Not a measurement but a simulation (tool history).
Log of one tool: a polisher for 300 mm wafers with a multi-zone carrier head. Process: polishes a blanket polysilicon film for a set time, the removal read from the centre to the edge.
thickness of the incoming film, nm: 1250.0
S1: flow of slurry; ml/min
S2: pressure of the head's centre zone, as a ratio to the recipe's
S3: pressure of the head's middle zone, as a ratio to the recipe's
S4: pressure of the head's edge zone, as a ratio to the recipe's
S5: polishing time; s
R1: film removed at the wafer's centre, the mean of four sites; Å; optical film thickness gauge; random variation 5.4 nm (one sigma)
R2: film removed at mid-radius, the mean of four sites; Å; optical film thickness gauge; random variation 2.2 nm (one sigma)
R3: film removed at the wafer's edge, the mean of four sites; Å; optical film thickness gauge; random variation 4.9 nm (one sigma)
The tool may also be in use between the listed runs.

Run 1, day 0.000: S1 245 ml/min, S2 1.00, S3 1.00, S4 1.00, S5 33 s. Result: R1 2780.7 Å, R2 2889.1 Å, R3 2828.9 Å.
Run 2, day 0.096: S1 245 ml/min, S2 1.00, S3 1.09, S4 1.00, S5 33 s. Result: R1 2797.7 Å, R2 3076.7 Å, R3 2749.5 Å.
Run 3, day 0.196: S1 295 ml/min, S2 1.00, S3 1.09, S4 1.00, S5 33 s. Result: R1 2901.1 Å, R2 3103.6 Å, R3 2852.7 Å.
Run 4, day 0.521: S1 315 ml/min, S2 1.01, S3 1.05, S4 1.04, S5 35 s. Result: R1 3066.4 Å, R2 3228.3 Å, R3 3080.0 Å.
Run 5, day 0.612: S1 315 ml/min, S2 0.93, S3 1.05, S4 1.04, S5 35 s. Result: R1 2925.7 Å, R2 3230.2 Å, R3 3065.0 Å.
Run 6, day 0.746: S1 370 ml/min, S2 0.93, S3 1.05, S4 1.04, S5 35 s. Result: R1 2901.7 Å, R2 3271.8 Å, R3 3111.9 Å.
Run 7, day 0.888: S1 370 ml/min, S2 0.96, S3 1.00, S4 1.07, S5 37 s. Result: R1 3199.0 Å, R2 3326.1 Å, R3 3382.9 Å.

Run 8 comes next. What will it give?
Run 8, day 1.250: S1 370 ml/min, S2 0.97, S3 0.97, S4 1.10, S5 38 s. Result: R1 ?, R2 ?, R3 ?.

R1: 3236.2 Å
R2: 3349.2 Å
R3: 3482.7 Å
